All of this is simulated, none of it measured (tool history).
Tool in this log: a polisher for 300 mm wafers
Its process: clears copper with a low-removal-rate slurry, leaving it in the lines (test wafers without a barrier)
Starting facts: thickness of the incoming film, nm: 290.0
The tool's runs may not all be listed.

run  hour  flow of slurry (ml/min)  pressure of the wafer on the pad (kPa)  speed of the pad under the wafer (m/s)  abrasive content of the slurry  overpolish time after the end point (s)  time until the end point was called (s)  dishing of a wide line in a test structure (nm)
  1   0.0                      230                                    17.2                                    0.84                             1.0                                       26                                   118.64                                           43.689
  2   6.4                      230                                    18.6                                    0.84                             1.0                                       26                                   111.46                                           47.098
  3  14.1                      230                                    18.6                                    0.84                             1.0                                       19                                   113.23                                           36.355
  4  15.3                      230                                    18.6                                    0.84                             1.0                                       30                                   109.82                                           53.198
  5  22.3                      230                                    17.2                                    0.80                             1.0                                       28                                   127.45                                           45.086
  6  26.0                      230                                    15.9                                    0.78                             1.0                                       26                                   138.85                                           37.476
  7  30.7                      230                                    14.5                                    0.76                             1.0                                       25                                   158.04                                           33.786
  8  32.5                      230                                    13.8                                    0.74                             1.0                                       24                                   169.68                                           30.125
  9  38.1                      230                                    13.1                                    0.72                             1.0                                       23                                   183.44                                           27.773
 10  43.0                      230                                    12.4                                    0.72                             1.0                                       22                                   191.07                                           25.065
 11  43.9                      230                                    11.7                                    0.72                             1.0                                       22                                   202.08                                           24.130
 12  52.9                      230                                    11.0                                    0.72                             1.0                                       21                                   213.22                                           22.005

Run 13, settings as shown, results not yet in. Your forecast:
 13  56.8                      230                                    10.3                                    0.72                             1.0                                       21                                        ?                                                ?

Run 13 yielded time until the end point was called (s) 231.69, dishing of a wide line in a test structure (nm) 20.601.

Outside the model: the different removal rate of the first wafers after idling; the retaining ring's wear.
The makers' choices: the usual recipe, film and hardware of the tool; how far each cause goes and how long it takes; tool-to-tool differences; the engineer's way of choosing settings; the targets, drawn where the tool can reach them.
